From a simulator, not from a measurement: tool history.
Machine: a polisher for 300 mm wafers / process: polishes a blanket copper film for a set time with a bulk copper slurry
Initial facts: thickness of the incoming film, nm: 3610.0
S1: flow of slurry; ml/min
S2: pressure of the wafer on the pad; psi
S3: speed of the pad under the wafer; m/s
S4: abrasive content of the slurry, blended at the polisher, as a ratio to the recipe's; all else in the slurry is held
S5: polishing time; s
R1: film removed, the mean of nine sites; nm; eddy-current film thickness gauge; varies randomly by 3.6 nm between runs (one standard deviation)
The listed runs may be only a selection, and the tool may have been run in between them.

| run | day | S1 | S2 | S3 | S4 | S5 | R1 |
|---|---|---|---|---|---|---|---|
| 1 | 0.000 | 195 | 3.4 | 1.40 | 1.0 | 38 | 595.06 |
| 2 | 0.046 | 190 | 3.2 | 1.40 | 1.0 | 38 | 557.19 |
| 3 | 0.171 | 185 | 3.0 | 1.40 | 1.0 | 38 | 525.40 |
| 4 | 0.333 | 185 | 3.0 | 1.40 | 1.0 | 35 | 482.33 |
| 5 | 0.433 | 185 | 3.0 | 1.40 | 1.1 | 35 | 493.20 |
| 6 | 0.679 | 225 | 3.0 | 1.40 | 1.1 | 35 | 511.91 |
| 7 | 0.879 | 215 | 2.9 | 1.40 | 1.1 | 35 | 490.24 |
| 8 | 0.992 | 210 | 2.9 | 1.40 | 1.1 | 35 | 486.58 |

Forecast run 9:
| 9 | 1.212 | 205 | 2.9 | 1.40 | 1.1 | 35 | ? |

Run 9 came out at R1 479.02 nm.
